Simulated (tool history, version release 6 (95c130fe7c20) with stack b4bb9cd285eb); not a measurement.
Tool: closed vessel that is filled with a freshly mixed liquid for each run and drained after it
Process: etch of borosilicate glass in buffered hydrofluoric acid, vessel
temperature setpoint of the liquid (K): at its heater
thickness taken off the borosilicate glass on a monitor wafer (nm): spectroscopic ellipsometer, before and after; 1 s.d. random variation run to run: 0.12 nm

run,hour,temperature setpoint of the liquid (K),parts of 40 % ammonium fluoride to one part of 49 % hydrofluoric acid (parts by volume),time in the liquid (s),thickness taken off the borosilicate glass on a monitor wafer (nm)
1,0,294.15,13.5,30,20.985
2,1.9,294.15,10.5,30,27.177
3,4.7,294.15,10.5,30,27.005
4,13.8,294.15,10.5,30,27.014
5,14.7,294.15,10.5,30,26.953
6,23.9,292.15,10.5,30,24.074
7,27.1,291.65,11,30,22.352
8,34.8,291.15,11.5,30,20.868
# hour 44.1: thermometer replaced
9,44.1,290.65,12,30,21.782
10,46.8,290.15,16,30,15.978

The next listed run, before its measurement:
11,55,290.65,16,30,?

Run 11 produced thickness taken off the borosilicate glass on a monitor wafer (nm) 16.5.

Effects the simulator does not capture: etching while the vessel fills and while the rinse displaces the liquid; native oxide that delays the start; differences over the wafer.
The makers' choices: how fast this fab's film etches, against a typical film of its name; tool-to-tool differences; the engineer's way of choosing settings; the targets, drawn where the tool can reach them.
